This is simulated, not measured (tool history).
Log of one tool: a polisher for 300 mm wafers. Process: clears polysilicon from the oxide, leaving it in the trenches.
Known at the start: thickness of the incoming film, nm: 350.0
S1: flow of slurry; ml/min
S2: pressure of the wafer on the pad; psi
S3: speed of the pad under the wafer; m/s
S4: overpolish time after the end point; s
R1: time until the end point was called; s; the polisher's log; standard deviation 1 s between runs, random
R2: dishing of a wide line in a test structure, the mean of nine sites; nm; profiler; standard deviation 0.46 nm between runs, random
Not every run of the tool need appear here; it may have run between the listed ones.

run  hour   S1   S2    S3  S4      R1      R2
  1     0  220  2.1     1   9  30.356  29.319
  2   8.9  220  2.1   0.8   9  35.923  29.049
  3  13.7  215  1.8   0.8   7   42.97  25.482
  4  21.3  215  1.7  0.78   8  45.674  25.802
  5  22.6  215  1.7  0.78  11  45.882  28.202
  6  29.2  235  1.7  0.78  11  47.237  28.854
  7  35.3  175  1.2  0.74   7  70.888  20.569

The next listed run, before its measurement:
  8  36.1  190  1.2  0.74   7   ?   ?

R1: 69.323 s
R2: 21.219 nm

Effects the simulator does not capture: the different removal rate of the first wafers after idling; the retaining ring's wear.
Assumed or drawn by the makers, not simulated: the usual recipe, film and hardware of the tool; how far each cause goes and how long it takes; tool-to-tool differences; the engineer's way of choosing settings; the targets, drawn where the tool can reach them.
